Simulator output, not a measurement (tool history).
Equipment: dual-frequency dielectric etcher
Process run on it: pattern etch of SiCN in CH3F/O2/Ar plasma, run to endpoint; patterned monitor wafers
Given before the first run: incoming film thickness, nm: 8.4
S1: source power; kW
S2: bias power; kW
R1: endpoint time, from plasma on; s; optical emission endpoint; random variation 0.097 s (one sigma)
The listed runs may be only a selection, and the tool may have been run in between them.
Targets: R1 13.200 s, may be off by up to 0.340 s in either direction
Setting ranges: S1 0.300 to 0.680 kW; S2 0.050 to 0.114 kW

run,day,S1,S2,R1
1,0.000,0.490,0.082,16.181
2,0.262,0.490,0.075,16.647
3,0.471,0.550,0.083,15.142
4,0.621,0.590,0.085,14.525
5,0.746,0.590,0.090,14.001
6,0.958,0.590,0.083,14.759
7,1.125,0.620,0.086,13.806
8,1.404,0.630,0.086,13.832
9,1.667,0.640,0.087,13.617

Which of these 5 next moves meets every target?
A,1.929,0.570,0.090,?
B,1.929,0.620,0.083,?
C,1.929,0.680,0.085,?
D,1.929,0.660,0.081,?
E,1.929,0.640,0.083,?

move,R1
A,14.337
B,14.156
C,13.354
D,13.829
E,13.918
A: its largest miss is bigger than the last run's
B: its largest miss is bigger than the last run's
C: in spec on every target
D: its largest miss is bigger than the last run's
E: its largest miss is bigger than the last run's
So the answer is move C, the one that meets all the targets.
